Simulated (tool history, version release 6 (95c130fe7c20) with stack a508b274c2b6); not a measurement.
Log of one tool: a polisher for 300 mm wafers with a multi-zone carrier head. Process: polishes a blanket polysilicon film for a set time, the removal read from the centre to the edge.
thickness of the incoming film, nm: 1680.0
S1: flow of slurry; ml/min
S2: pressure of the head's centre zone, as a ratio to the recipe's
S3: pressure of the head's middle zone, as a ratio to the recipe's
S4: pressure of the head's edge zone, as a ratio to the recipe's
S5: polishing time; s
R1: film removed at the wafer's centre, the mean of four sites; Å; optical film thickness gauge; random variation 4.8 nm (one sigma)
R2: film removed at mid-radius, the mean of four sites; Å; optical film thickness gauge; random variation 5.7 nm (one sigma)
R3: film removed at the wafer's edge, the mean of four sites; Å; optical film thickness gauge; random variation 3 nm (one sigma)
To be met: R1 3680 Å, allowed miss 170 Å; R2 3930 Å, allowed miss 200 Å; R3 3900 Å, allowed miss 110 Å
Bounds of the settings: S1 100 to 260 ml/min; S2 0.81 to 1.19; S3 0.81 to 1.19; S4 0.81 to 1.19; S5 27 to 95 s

{"run": 1, "hour": 0.0, "S1": 165, "S2": 1, "S3": 1, "S4": 1, "S5": 61, "R1": 4808.3, "R2": 4866.6, "R3": 4774.4}
{"run": 2, "hour": 6.3, "S1": 165, "S2": 1, "S3": 0.94, "S4": 1, "S5": 61, "R1": 4847.4, "R2": 4530.3, "R3": 4750.6}
{"run": 3, "hour": 7.3, "S1": 160, "S2": 0.97, "S3": 0.94, "S4": 0.97, "S5": 60, "R1": 4454.4, "R2": 4436.6, "R3": 4584.5}
{"run": 4, "hour": 10.9, "S1": 155, "S2": 0.96, "S3": 0.94, "S4": 0.94, "S5": 59, "R1": 4434.5, "R2": 4304.8, "R3": 4471.2}
{"run": 5, "hour": 14.1, "S1": 150, "S2": 0.95, "S3": 0.95, "S4": 0.92, "S5": 58, "R1": 4243, "R2": 4288.3, "R3": 4331.7}
{"run": 6, "hour": 16.1, "S1": 150, "S2": 0.95, "S3": 0.98, "S4": 0.92, "S5": 58, "R1": 4230, "R2": 4447.4, "R3": 4297.1}
{"run": 7, "hour": 19.1, "S1": 145, "S2": 0.94, "S3": 0.97, "S4": 0.91, "S5": 57, "R1": 4082.1, "R2": 4234.7, "R3": 4238.7}
{"run": 8, "hour": 24.8, "S1": 140, "S2": 0.93, "S3": 0.97, "S4": 0.9, "S5": 56, "R1": 3873.5, "R2": 4206.6, "R3": 4086.9}
{"run": 9, "hour": 32.1, "S1": 135, "S2": 0.93, "S3": 0.96, "S4": 0.89, "S5": 56, "R1": 3842.3, "R2": 3921.8, "R3": 4041.7}
{"run": 10, "hour": 39.6, "S1": 135, "S2": 0.93, "S3": 0.97, "S4": 0.88, "S5": 56, "R1": 3869.7, "R2": 4168.7, "R3": 4042.8}
{"run": 11, "hour": 43.9, "S1": 130, "S2": 0.93, "S3": 0.97, "S4": 0.88, "S5": 56, "R1": 3909.1, "R2": 4139.2, "R3": 3990.7}

Which of these 4 next moves meets every target?
{"run": "A", "hour": 48.2, "S1": 120, "S2": 0.99, "S3": 1.09, "S4": 0.81, "S5": 58, "R1": "?", "R2": "?", "R3": "?"}
{"run": "B", "hour": 48.2, "S1": 165, "S2": 0.98, "S3": 1.02, "S4": 0.92, "S5": 54, "R1": "?", "R2": "?", "R3": "?"}
{"run": "C", "hour": 48.2, "S1": 120, "S2": 0.88, "S3": 1.05, "S4": 0.93, "S5": 53, "R1": "?", "R2": "?", "R3": "?"}
{"run": "D", "hour": 48.2, "S1": 105, "S2": 0.94, "S3": 0.97, "S4": 0.87, "S5": 57, "R1": "?", "R2": "?", "R3": "?"}

move=A R1=4154.6 R2=4469.8 R3=3969.3
move=B R1=4148.4 R2=4223.9 R3=4071.3
move=C R1=3370.4 R2=3958.1 R3=3811.2
move=D R1=3705.2 R2=3829.7 R3=3900.9
A: further off than the last run
B: further off than the last run
C: takes the result that was furthest off past its target
D: meets every target
Answer: D
